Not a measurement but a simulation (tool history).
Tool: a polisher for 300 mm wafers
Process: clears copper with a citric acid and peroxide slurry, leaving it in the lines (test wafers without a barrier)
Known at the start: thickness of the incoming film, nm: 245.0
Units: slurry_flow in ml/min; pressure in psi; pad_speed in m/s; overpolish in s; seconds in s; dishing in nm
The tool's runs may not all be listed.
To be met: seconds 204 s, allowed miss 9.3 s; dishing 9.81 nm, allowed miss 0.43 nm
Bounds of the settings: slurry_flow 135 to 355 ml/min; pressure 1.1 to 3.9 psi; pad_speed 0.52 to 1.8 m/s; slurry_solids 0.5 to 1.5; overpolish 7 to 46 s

Run 1, day 0: slurry_flow 225 ml/min, pressure 2.5 psi, pad_speed 1.16 m/s, slurry_solids 1, overpolish 24 s. Result: seconds 111.24 s, dishing 32.375 nm.
Run 2, day 0.054: slurry_flow 225 ml/min, pressure 2.4 psi, pad_speed 1.1 m/s, slurry_solids 1, overpolish 21 s. Result: seconds 121.22 s, dishing 26.611 nm.
Run 3, day 0.233: slurry_flow 225 ml/min, pressure 2.4 psi, pad_speed 1.1 m/s, slurry_solids 1, overpolish 31 s. Result: seconds 122.36 s, dishing 37.266 nm.
Run 4, day 0.496: slurry_flow 260 ml/min, pressure 2.4 psi, pad_speed 1.1 m/s, slurry_solids 1, overpolish 31 s. Result: seconds 117.67 s, dishing 37.065 nm.
Run 5, day 0.529: slurry_flow 310 ml/min, pressure 2.4 psi, pad_speed 1.1 m/s, slurry_solids 1, overpolish 31 s. Result: seconds 115.46 s, dishing 37.606 nm.
Run 6, day 0.633: slurry_flow 355 ml/min, pressure 2.4 psi, pad_speed 1.1 m/s, slurry_solids 1, overpolish 31 s. Result: seconds 114.16 s, dishing 38.795 nm.
Run 7, day 0.725: slurry_flow 340 ml/min, pressure 2.3 psi, pad_speed 1.02 m/s, slurry_solids 1, overpolish 27 s. Result: seconds 124.29 s, dishing 31.433 nm.
Run 8, day 0.975: slurry_flow 345 ml/min, pressure 2.1 psi, pad_speed 0.96 m/s, slurry_solids 1, overpolish 24 s. Result: seconds 147.99 s, dishing 24.8 nm.
Run 9, day 1.046: slurry_flow 345 ml/min, pressure 2.1 psi, pad_speed 0.96 m/s, slurry_solids 1, overpolish 24 s. Result: seconds 148.67 s, dishing 25.166 nm.
Run 10, day 1.254: slurry_flow 345 ml/min, pressure 2.1 psi, pad_speed 0.96 m/s, slurry_solids 1, overpolish 24 s. Result: seconds 147.19 s, dishing 25.89 nm.
Run 11, day 1.3: slurry_flow 340 ml/min, pressure 1.4 psi, pad_speed 0.8 m/s, slurry_solids 0.95, overpolish 13 s. Result: seconds 248.32 s, dishing 8.7369 nm.
Run 12, day 1.575: slurry_flow 340 ml/min, pressure 1.9 psi, pad_speed 0.82 m/s, slurry_solids 0.95, overpolish 10 s. Result: seconds 180.32 s, dishing 9.1257 nm.
Run 13, day 1.679: slurry_flow 335 ml/min, pressure 1.6 psi, pad_speed 0.84 m/s, slurry_solids 0.95, overpolish 14 s. Result: seconds 206.07 s, dishing 11.011 nm.

Which of these 4 next moves meets every target?
Run A, day 1.783: slurry_flow 325 ml/min, pressure 1.5 psi, pad_speed 0.92 m/s, slurry_solids 1.1, overpolish 12 s. Result: seconds ?, dishing ?.
Run B, day 1.783: slurry_flow 290 ml/min, pressure 1.5 psi, pad_speed 0.96 m/s, slurry_solids 0.85, overpolish 14 s. Result: seconds ?, dishing ?.
Run C, day 1.783: slurry_flow 325 ml/min, pressure 1.4 psi, pad_speed 0.98 m/s, slurry_solids 0.8, overpolish 16 s. Result: seconds ?, dishing ?.
Run D, day 1.783: slurry_flow 325 ml/min, pressure 2 psi, pad_speed 0.6 m/s, slurry_solids 1.1, overpolish 16 s. Result: seconds ?, dishing ?.

move  seconds  dishing
   A   204.54   9.8643
   B   208.27    11.22
   C   218.55   12.137
   D   208.19    12.82
A: meets every target
B: further off than the last run
C: further off than the last run
D: further off than the last run
The right move is A.

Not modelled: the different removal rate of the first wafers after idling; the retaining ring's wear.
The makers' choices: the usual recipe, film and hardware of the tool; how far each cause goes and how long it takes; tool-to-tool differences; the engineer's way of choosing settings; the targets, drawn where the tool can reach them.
